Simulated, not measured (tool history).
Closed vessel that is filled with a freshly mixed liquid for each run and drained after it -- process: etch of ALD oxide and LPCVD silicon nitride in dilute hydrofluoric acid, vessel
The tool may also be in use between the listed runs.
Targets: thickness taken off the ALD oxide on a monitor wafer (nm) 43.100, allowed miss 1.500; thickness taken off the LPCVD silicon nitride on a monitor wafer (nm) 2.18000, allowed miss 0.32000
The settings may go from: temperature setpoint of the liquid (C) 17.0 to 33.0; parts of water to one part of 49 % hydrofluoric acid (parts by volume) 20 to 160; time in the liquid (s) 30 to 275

| run | hour | temperature setpoint of the liquid (C) | parts of water to one part of 49 % hydrofluoric acid (parts by volume) | time in the liquid (s) | thickness taken off the ALD oxide on a monitor wafer (nm) | thickness taken off the LPCVD silicon nitride on a monitor wafer (nm) |
|---|---|---|---|---|---|---|
| 1 | 0.0 | 25.0 | 90 | 140 | 15.316 | 0.79420 |
| 2 | 7.2 | 25.0 | 90 | 160 | 17.469 | 0.92102 |
| 3 | 13.8 | 25.0 | 90 | 205 | 22.639 | 1.13310 |
| 4 | 21.2 | 25.5 | 85 | 205 | 24.038 | 1.36360 |
| 5 | 24.8 | 25.5 | 85 | 180 | 21.232 | 1.22780 |
| 6 | 31.0 | 25.0 | 80 | 185 | 23.134 | 1.13980 |
| 7 | 32.5 | 25.5 | 75 | 185 | 24.984 | 1.33150 |
| 8 | 38.2 | 25.5 | 70 | 185 | 26.953 | 1.40990 |
| 9 | 43.3 | 25.5 | 65 | 185 | 29.039 | 1.58610 |
| 10 | 48.8 | 25.5 | 60 | 185 | 32.011 | 1.67910 |
| 11 | 55.0 | 25.5 | 50 | 185 | 38.914 | 1.96120 |

5 candidate next runs follow, results not yet known. Just one meets every target within its allowed miss. Identify it.
| A | 61.2 | 32.0 | 65 | 180 | ? | ? |
| B | 61.2 | 25.0 | 45 | 185 | ? | ? |
| C | 61.2 | 28.0 | 55 | 180 | ? | ? |
| D | 61.2 | 30.5 | 70 | 215 | ? | ? |
| E | 61.2 | 26.5 | 50 | 155 | ? | ? |

| move | thickness taken off the ALD oxide on a monitor wafer (nm) | thickness taken off the LPCVD silicon nitride on a monitor wafer (nm) |
|---|---|---|
| A | 36.181 | 2.31230 |
| B | 41.946 | 2.16800 |
| C | 37.160 | 2.11230 |
| D | 37.605 | 2.33250 |
| E | 33.387 | 1.81040 |
A: further off than the last run
B: in spec on every target
C: further off than the last run
D: further off than the last run
E: further off than the last run
Answer: B
